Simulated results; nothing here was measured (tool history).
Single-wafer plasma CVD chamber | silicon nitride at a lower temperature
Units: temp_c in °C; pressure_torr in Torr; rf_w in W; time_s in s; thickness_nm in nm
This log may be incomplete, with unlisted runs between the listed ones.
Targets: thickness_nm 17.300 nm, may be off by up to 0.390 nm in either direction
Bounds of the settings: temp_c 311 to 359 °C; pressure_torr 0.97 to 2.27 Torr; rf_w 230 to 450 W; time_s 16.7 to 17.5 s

run	hour	temp_c	pressure_torr	rf_w	time_s	thickness_nm
1	0.0	335	1.62	340	17.5	19.433
2	8.2	335	1.51	335	17.5	19.142
3	11.3	335	1.47	325	17.4	18.387
4	19.4	335	1.67	325	17.4	19.354
5	25.7	335	1.57	320	17.4	18.514
6	29.0	335	1.51	320	17.4	18.609
7	30.1	335	1.51	320	17.4	18.526
8	34.5	335	1.45	315	17.4	18.042
9	38.6	335	1.41	315	17.4	18.018

Pick the move, out of 5, that brings all results within their allowed miss; only one does.
A	42.7	327	1.36	340	17.1	?
B	42.7	327	1.60	315	17.5	?
C	42.7	335	1.32	345	17.5	?
D	42.7	332	1.56	305	16.7	?
E	42.7	330	1.39	355	17.5	?

move	thickness_nm
A	18.249
B	18.752
C	18.603
D	17.417
E	19.224
A: its largest miss is bigger than the last run's
B: its largest miss is bigger than the last run's
C: its largest miss is bigger than the last run's
D: every result within its allowed miss
E: its largest miss is bigger than the last run's
D meets every target.
